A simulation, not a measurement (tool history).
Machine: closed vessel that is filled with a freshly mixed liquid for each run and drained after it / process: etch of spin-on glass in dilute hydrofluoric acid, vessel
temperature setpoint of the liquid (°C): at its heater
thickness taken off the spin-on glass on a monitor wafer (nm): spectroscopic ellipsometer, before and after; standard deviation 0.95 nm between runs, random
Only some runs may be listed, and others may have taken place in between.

run	hour	temperature setpoint of the liquid (°C)	parts of water to one part of 49 % hydrofluoric acid (parts by volume)	time in the liquid (s)	thickness taken off the spin-on glass on a monitor wafer (nm)
1	0	25	255	470	73.818
2	3.6	27	190	470	114.02
3	10.2	28.5	150	470	160.99
4	11.8	25.5	150	470	143.77
5	17.2	28	150	470	158.15
6	18.3	29.5	130	470	196.78
7	24	30.5	120	470	225.25
8	32.3	33	100	470	304.76

Predict the results of run 9:
9	40.3	31.5	100	470	?

{"run 9": {"thickness taken off the spin-on glass on a monitor wafer (nm)": 288.38}}
